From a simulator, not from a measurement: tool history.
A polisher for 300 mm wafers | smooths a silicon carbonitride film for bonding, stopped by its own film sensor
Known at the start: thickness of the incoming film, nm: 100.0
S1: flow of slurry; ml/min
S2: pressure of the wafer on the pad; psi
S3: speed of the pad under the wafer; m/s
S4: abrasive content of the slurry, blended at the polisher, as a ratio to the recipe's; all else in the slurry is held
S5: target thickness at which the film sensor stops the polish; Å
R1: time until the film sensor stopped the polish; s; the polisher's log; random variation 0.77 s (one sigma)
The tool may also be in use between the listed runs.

run,day,S1,S2,S3,S4,S5,R1
1,0.000,205,2.7,0.90,1.0,660,100.460
2,0.092,170,2.7,0.90,1.0,660,103.850
3,0.358,170,2.7,0.90,0.8,660,127.910
4,0.388,170,2.9,0.96,0.8,660,108.950
5,0.442,200,2.9,0.96,0.8,660,105.850
# day 0.792: slurry nozzle cleaned
6,0.792,200,3.1,1.00,0.8,660,91.041
7,0.996,205,3.2,1.02,0.8,660,87.853
8,1.283,205,3.3,1.06,0.8,660,82.607
9,1.654,210,3.4,1.10,0.8,660,79.274
10,1.962,215,3.5,1.14,0.8,660,72.906
11,2.017,215,3.6,1.18,0.8,660,68.405

The next listed run, before its measurement:
12,2.117,215,3.6,1.18,0.8,660,?

R1: 71.239 s
